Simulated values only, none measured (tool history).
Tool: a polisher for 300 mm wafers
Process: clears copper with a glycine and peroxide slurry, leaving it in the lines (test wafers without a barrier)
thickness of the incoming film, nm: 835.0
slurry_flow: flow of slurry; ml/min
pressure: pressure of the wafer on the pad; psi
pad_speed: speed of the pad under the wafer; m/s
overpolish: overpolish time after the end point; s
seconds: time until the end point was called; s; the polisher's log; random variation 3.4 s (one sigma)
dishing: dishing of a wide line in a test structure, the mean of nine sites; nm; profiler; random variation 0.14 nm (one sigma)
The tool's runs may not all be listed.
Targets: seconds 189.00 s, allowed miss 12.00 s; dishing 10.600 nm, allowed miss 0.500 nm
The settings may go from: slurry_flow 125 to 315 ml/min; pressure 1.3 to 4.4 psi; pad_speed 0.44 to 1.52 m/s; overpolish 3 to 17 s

{"run": 1, "hour": 0.0, "slurry_flow": 205, "pressure": 2.8, "pad_speed": 0.98, "overpolish": 9, "seconds": 158.5, "dishing": 33.509}
{"run": 2, "hour": 4.2, "slurry_flow": 170, "pressure": 2.8, "pad_speed": 0.98, "overpolish": 9, "seconds": 168.86, "dishing": 32.938}
{"run": 3, "hour": 13.2, "slurry_flow": 170, "pressure": 2.2, "pad_speed": 0.98, "overpolish": 9, "seconds": 204.62, "dishing": 27.561}
{"run": 4, "hour": 15.6, "slurry_flow": 210, "pressure": 2.0, "pad_speed": 0.94, "overpolish": 7, "seconds": 222.49, "dishing": 20.277}
{"run": 5, "hour": 21.4, "slurry_flow": 210, "pressure": 2.0, "pad_speed": 0.94, "overpolish": 10, "seconds": 212.8, "dishing": 28.443}
{"run": 6, "hour": 28.4, "slurry_flow": 240, "pressure": 2.0, "pad_speed": 0.9, "overpolish": 8, "seconds": 217.83, "dishing": 23.407}
{"run": 7, "hour": 32.7, "slurry_flow": 185, "pressure": 1.3, "pad_speed": 1.14, "overpolish": 4, "seconds": 267.04, "dishing": 10.002}
{"run": 8, "hour": 37.8, "slurry_flow": 195, "pressure": 1.3, "pad_speed": 1.24, "overpolish": 4, "seconds": 247.09, "dishing": 10.559}
{"run": 9, "hour": 40.5, "slurry_flow": 190, "pressure": 1.4, "pad_speed": 1.32, "overpolish": 4, "seconds": 228.34, "dishing": 11.718}
{"run": 10, "hour": 41.8, "slurry_flow": 170, "pressure": 1.4, "pad_speed": 1.38, "overpolish": 4, "seconds": 231.15, "dishing": 12.214}
{"run": 11, "hour": 48.3, "slurry_flow": 210, "pressure": 1.4, "pad_speed": 1.38, "overpolish": 4, "seconds": 216.66, "dishing": 12.266}

Which of these 5 next moves meets every target?
{"run": "A", "hour": 54.8, "slurry_flow": 260, "pressure": 1.4, "pad_speed": 1.32, "overpolish": 5, "seconds": "?", "dishing": "?"}
{"run": "B", "hour": 54.8, "slurry_flow": 200, "pressure": 1.3, "pad_speed": 1.36, "overpolish": 5, "seconds": "?", "dishing": "?"}
{"run": "C", "hour": 54.8, "slurry_flow": 260, "pressure": 1.4, "pad_speed": 1.22, "overpolish": 5, "seconds": "?", "dishing": "?"}
{"run": "D", "hour": 54.8, "slurry_flow": 215, "pressure": 1.4, "pad_speed": 1.34, "overpolish": 5, "seconds": "?", "dishing": "?"}
{"run": "E", "hour": 54.8, "slurry_flow": 225, "pressure": 1.6, "pad_speed": 1.38, "overpolish": 3, "seconds": "?", "dishing": "?"}

move=A seconds=223.87 dishing=14.781
move=B seconds=239.22 dishing=13.870
move=C seconds=237.49 dishing=13.995
move=D seconds=226.46 dishing=14.620
move=E seconds=198.43 dishing=10.213
A: further off than the last run
B: further off than the last run
C: further off than the last run
D: further off than the last run
E: meets every target
Move E is the one to make.
